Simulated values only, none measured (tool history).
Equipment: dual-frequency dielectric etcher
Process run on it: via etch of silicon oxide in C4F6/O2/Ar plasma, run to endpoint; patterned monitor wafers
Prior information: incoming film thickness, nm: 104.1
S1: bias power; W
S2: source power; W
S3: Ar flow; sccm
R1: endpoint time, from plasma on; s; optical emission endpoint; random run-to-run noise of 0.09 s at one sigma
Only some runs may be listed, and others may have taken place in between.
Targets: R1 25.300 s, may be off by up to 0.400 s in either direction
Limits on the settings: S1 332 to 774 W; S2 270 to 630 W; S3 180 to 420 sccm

Run 1, hour 0.0: S1 553 W, S2 450 W, S3 300 sccm. Result: R1 21.177 s.
Run 2, hour 7.5: S1 524 W, S2 440 W, S3 301 sccm. Result: R1 21.815 s.
Run 3, hour 11.7: S1 524 W, S2 440 W, S3 260 sccm. Result: R1 21.408 s.
Run 4, hour 17.0: S1 478 W, S2 440 W, S3 260 sccm. Result: R1 21.883 s.
Run 5, hour 18.8: S1 478 W, S2 500 W, S3 260 sccm. Result: R1 20.808 s.
Run 6, hour 24.5: S1 523 W, S2 500 W, S3 260 sccm. Result: R1 20.415 s.
Run 7, hour 29.5: S1 498 W, S2 480 W, S3 264 sccm. Result: R1 20.903 s.
Run 8, hour 32.5: S1 498 W, S2 480 W, S3 264 sccm. Result: R1 20.993 s.
Run 9, hour 35.0: S1 477 W, S2 460 W, S3 267 sccm. Result: R1 21.553 s.
Run 10, hour 38.2: S1 459 W, S2 440 W, S3 270 sccm. Result: R1 22.059 s.
Run 11, hour 42.8: S1 443 W, S2 420 W, S3 273 sccm. Result: R1 22.820 s.

Which one of the following 4 next-run settings gets every result inside its allowed miss? There is exactly one.
Run A, hour 47.4: S1 520 W, S2 440 W, S3 180 sccm. Result: R1 ?.
Run B, hour 47.4: S1 437 W, S2 400 W, S3 256 sccm. Result: R1 ?.
Run C, hour 47.4: S1 332 W, S2 400 W, S3 358 sccm. Result: R1 ?.
Run D, hour 47.4: S1 465 W, S2 460 W, S3 269 sccm. Result: R1 ?.

move      R1
   A  20.603
   B  23.186
   C  25.386
   D  21.747
A: its largest miss is bigger than the last run's
B: an improvement on the last run, though not all results are within tolerance
C: in spec on every target
D: its largest miss is bigger than the last run's
So the answer is move C, the one that meets all the targets.

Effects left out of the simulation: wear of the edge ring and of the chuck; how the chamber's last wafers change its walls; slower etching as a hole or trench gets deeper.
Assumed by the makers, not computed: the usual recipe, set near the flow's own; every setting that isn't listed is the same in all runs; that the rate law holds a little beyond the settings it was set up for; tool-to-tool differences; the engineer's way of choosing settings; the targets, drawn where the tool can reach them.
